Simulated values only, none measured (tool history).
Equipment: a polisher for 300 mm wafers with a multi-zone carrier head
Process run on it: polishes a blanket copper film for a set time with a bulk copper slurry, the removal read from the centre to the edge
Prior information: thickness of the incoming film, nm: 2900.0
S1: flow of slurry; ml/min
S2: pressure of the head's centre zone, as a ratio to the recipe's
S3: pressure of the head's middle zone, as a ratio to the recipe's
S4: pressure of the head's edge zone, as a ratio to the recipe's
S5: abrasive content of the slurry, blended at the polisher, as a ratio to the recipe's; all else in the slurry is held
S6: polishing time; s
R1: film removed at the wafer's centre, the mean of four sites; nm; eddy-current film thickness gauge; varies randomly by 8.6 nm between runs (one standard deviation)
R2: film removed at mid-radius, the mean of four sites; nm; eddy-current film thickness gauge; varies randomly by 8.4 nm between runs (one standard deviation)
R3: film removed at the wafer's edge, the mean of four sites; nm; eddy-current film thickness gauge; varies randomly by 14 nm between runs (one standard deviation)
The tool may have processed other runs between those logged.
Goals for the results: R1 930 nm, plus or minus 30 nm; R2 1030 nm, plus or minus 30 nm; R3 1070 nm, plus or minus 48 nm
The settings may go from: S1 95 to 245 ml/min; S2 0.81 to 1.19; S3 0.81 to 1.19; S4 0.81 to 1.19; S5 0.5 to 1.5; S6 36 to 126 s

run 1 day=0 | S1=155 S2=1 S3=1 S4=1 S5=1 S6=81 | R1=870.75 R2=871.08 R3=852.6
run 2 day=0.154 | S1=155 S2=1 S3=0.97 S4=1 S5=1 S6=81 | R1=858.68 R2=834.35 R3=851.61
run 3 day=0.325 | S1=155 S2=1 S3=0.97 S4=1.04 S5=1 S6=81 | R1=869.41 R2=829.41 R3=865.03
run 4 day=0.475 | S1=120 S2=1 S3=0.97 S4=1.04 S5=1 S6=81 | R1=835.27 R2=807.38 R3=847.11
run 5 day=0.529 | S1=120 S2=1 S3=0.97 S4=0.99 S5=1 S6=81 | R1=838.05 R2=811.4 R3=824.27
run 6 day=0.892 | S1=120 S2=0.97 S3=0.97 S4=0.99 S5=1 S6=81 | R1=798.67 R2=801.38 R3=821.84
run 7 day=1.058 | S1=135 S2=0.96 S3=1 S4=1.05 S5=1.15 S6=82 | R1=861.29 R2=876.25 R3=889.1
run 8 day=1.188 | S1=150 S2=0.93 S3=1.01 S4=1.09 S5=1.2 S6=83 | R1=870.04 R2=908.11 R3=959.58
run 9 day=1.529 | S1=165 S2=0.92 S3=1.03 S4=1.11 S5=1.2 S6=83 | R1=869.57 R2=966.74 R3=981.74
run 10 day=1.767 | S1=175 S2=0.92 S3=1.03 S4=1.13 S5=1.2 S6=83 | R1=878.41 R2=967.18 R3=985.65
run 11 day=1.812 | S1=185 S2=0.92 S3=1.03 S4=1.15 S5=1.25 S6=83 | R1=884.08 R2=983.52 R3=984.93
run 12 day=1.954 | S1=180 S2=0.91 S3=1.03 S4=1.16 S5=1.3 S6=84 | R1=907.07 R2=991.68 R3=1009.6
run 13 day=2.121 | S1=180 S2=0.91 S3=1.03 S4=1.16 S5=1.3 S6=84 | R1=885.44 R2=995.05 R3=1027.6

5 candidate next runs follow, results not yet known. Just one meets every target within its allowed miss. Identify it.
run A day=2.288 | S1=180 S2=0.85 S3=0.95 S4=1.03 S5=1.25 S6=93 | R1=? R2=? R3=?
run B day=2.288 | S1=185 S2=0.85 S3=1.03 S4=1.19 S5=1.5 S6=83 | R1=? R2=? R3=?
run C day=2.288 | S1=140 S2=0.84 S3=1.02 S4=1.19 S5=1.15 S6=90 | R1=? R2=? R3=?
run D day=2.288 | S1=130 S2=0.84 S3=0.87 S4=1.16 S5=1.35 S6=95 | R1=? R2=? R3=?
run E day=2.288 | S1=175 S2=0.81 S3=1.02 S4=1.11 S5=1.5 S6=82 | R1=? R2=? R3=?

move=A R1=925.07 R2=1012.6 R3=1073.4
move=B R1=867.97 R2=1015.9 R3=1075.4
move=C R1=834.29 R2=984.74 R3=1062.2
move=D R1=904.66 R2=937.17 R3=1146.1
move=E R1=810.29 R2=988.68 R3=1022.1
A: hits every target within its allowed miss
B: lands further from the targets than the last run did
C: lands further from the targets than the last run did
D: brings the last run's worst result on target, with another outside its allowed miss
E: lands further from the targets than the last run did
The move that meets every target is A.
